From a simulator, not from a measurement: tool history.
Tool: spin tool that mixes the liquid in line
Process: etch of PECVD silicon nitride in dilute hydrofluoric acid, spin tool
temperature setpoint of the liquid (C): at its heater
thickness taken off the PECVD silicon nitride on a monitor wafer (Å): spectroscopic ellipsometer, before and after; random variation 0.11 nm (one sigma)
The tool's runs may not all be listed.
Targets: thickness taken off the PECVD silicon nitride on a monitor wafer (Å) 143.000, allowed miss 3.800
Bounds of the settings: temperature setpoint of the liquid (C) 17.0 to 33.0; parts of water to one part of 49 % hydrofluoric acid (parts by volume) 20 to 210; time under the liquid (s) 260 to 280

run,hour,temperature setpoint of the liquid (C),parts of water to one part of 49 % hydrofluoric acid (parts by volume),time under the liquid (s),thickness taken off the PECVD silicon nitride on a monitor wafer (Å)
1,0.0,25.0,115,260,73.742
2,1.6,26.0,115,260,78.987
3,7.9,26.0,115,280,83.950
4,8.9,27.0,115,280,89.693
5,12.7,27.0,85,280,122.300
6,17.3,27.5,85,280,126.470
7,19.8,27.5,85,280,123.420
8,22.0,28.0,85,280,132.140
9,23.5,28.5,85,280,133.420
10,27.7,28.5,85,280,134.490
11,30.4,29.0,85,280,137.980

5 next moves are on the table. One of them brings every result within its allowed miss. Which?
A,33.1,31.5,90,280,?
B,33.1,27.0,75,260,?
C,33.1,28.5,80,280,?
D,33.1,26.5,70,260,?
E,33.1,28.0,70,270,?

move,thickness taken off the PECVD silicon nitride on a monitor wafer (Å)
A,152.810
B,127.810
C,142.230
D,132.460
E,151.670
A: takes the result that was furthest off past its target
B: further off than the last run
C: meets every target
D: further off than the last run
E: takes the result that was furthest off past its target
Move C is the one to make.
